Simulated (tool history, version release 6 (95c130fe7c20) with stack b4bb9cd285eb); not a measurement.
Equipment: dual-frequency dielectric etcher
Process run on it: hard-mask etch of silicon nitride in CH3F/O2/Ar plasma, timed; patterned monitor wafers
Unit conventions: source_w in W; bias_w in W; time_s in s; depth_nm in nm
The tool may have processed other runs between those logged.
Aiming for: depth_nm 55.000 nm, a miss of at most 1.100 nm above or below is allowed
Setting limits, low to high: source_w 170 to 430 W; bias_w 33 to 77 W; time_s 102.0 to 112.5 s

run	hour	source_w	bias_w	time_s	depth_nm
1	0.0	300	55	112.5	62.552
2	7.4	300	59	112.5	63.953
3	11.6	330	59	112.5	66.124
4	19.8	290	57	112.0	61.881
5	21.9	290	57	112.5	62.415
6	29.6	290	57	112.5	62.396
7	35.5	270	56	112.5	60.565
8	42.7	250	55	112.5	58.676
9	47.8	240	55	112.5	57.327

Which single option among these 4 for the next run brings every result within its allowed miss of target? Just one does.
A	52.9	170	62	109.5	?
B	52.9	220	57	108.0	?
C	52.9	310	34	112.5	?
D	52.9	280	55	108.0	?

move	depth_nm
A	52.267
B	54.298
C	52.896
D	58.161
A: takes the result that was furthest off past its target
B: every result within its allowed miss
C: takes the result that was furthest off past its target
D: the biggest miss grows against the last run
B is the move that brings every result within its allowed miss.
